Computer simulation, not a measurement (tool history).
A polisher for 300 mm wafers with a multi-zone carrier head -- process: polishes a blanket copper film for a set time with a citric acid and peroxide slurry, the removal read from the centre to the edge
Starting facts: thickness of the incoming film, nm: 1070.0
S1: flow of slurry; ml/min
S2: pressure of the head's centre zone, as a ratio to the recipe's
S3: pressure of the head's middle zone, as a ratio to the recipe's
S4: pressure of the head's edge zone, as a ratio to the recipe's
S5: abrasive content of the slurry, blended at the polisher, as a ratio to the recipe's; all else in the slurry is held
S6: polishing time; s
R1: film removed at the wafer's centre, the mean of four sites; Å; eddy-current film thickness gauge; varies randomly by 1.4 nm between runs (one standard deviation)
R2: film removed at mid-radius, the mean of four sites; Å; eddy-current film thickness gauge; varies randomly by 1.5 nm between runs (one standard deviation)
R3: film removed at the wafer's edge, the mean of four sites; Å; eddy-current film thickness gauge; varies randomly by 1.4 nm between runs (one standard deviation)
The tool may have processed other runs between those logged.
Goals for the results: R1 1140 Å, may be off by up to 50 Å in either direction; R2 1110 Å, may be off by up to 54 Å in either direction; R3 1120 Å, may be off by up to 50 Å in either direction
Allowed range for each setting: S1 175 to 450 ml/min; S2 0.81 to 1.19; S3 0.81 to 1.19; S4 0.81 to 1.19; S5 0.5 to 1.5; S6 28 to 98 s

Run 1, hour 0: S1 290 ml/min, S2 1, S3 1, S4 1, S5 1, S6 63 s. Result: R1 1321 Å, R2 1351.7 Å, R3 1348.7 Å.
Run 2, hour 2.3: S1 290 ml/min, S2 1, S3 0.98, S4 0.98, S5 0.9, S6 62 s. Result: R1 1282.1 Å, R2 1264.3 Å, R3 1254.2 Å.
Run 3, hour 9.4: S1 255 ml/min, S2 1, S3 0.98, S4 0.98, S5 0.9, S6 62 s. Result: R1 1290.8 Å, R2 1240 Å, R3 1252.1 Å.
Run 4, hour 13.2: S1 255 ml/min, S2 0.98, S3 0.97, S4 0.97, S5 0.85, S6 62 s. Result: R1 1256.2 Å, R2 1219.5 Å, R3 1232.5 Å.
Run 5, hour 18.1: S1 255 ml/min, S2 0.94, S3 0.97, S4 0.97, S5 0.85, S6 62 s. Result: R1 1182.1 Å, R2 1204.9 Å, R3 1259.2 Å.
Run 6, hour 21.2: S1 255 ml/min, S2 0.94, S3 0.97, S4 0.95, S5 0.8, S6 62 s. Result: R1 1190.6 Å, R2 1223.4 Å, R3 1217.4 Å.
Run 7, hour 27.7: S1 255 ml/min, S2 0.94, S3 0.96, S4 0.94, S5 0.75, S6 62 s. Result: R1 1192.8 Å, R2 1183.6 Å, R3 1211.8 Å.
Run 8, hour 33.1: S1 255 ml/min, S2 0.94, S3 0.96, S4 0.93, S5 0.7, S6 62 s. Result: R1 1157.3 Å, R2 1168 Å, R3 1220.4 Å.
Run 9, hour 35.1: S1 260 ml/min, S2 1.01, S3 0.99, S4 0.87, S5 0.7, S6 57 s. Result: R1 1133.5 Å, R2 1121.1 Å, R3 1080.6 Å.

Below are 5 possible settings for the next run. Only one of them brings all results inside the allowed miss of their targets. Which is it?
Run A, hour 37.1: S1 270 ml/min, S2 1.06, S3 1.01, S4 0.84, S5 0.8, S6 54 s. Result: R1 ?, R2 ?, R3 ?.
Run B, hour 37.1: S1 225 ml/min, S2 1.06, S3 1.17, S4 0.88, S5 0.65, S6 52 s. Result: R1 ?, R2 ?, R3 ?.
Run C, hour 37.1: S1 270 ml/min, S2 1.06, S3 1.01, S4 0.83, S5 0.8, S6 54 s. Result: R1 ?, R2 ?, R3 ?.
Run D, hour 37.1: S1 290 ml/min, S2 1.07, S3 1.02, S4 0.93, S5 0.65, S6 52 s. Result: R1 ?, R2 ?, R3 ?.
Run E, hour 37.1: S1 285 ml/min, S2 0.96, S3 0.94, S4 0.91, S5 0.65, S6 58 s. Result: R1 ?, R2 ?, R3 ?.

move      R1      R2      R3
   A  1151.8  1107.1  1003.7
   B  1041.5  1139.3  935.94
   C  1151.8  1107.2  998.84
   D  1107.6  1063.9  994.76
   E  1132.8  1105.1  1098.1
A: lands further from the targets than the last run did
B: lands further from the targets than the last run did
C: lands further from the targets than the last run did
D: lands further from the targets than the last run did
E: every result within its allowed miss
So the answer is move E, the one that meets all the targets.

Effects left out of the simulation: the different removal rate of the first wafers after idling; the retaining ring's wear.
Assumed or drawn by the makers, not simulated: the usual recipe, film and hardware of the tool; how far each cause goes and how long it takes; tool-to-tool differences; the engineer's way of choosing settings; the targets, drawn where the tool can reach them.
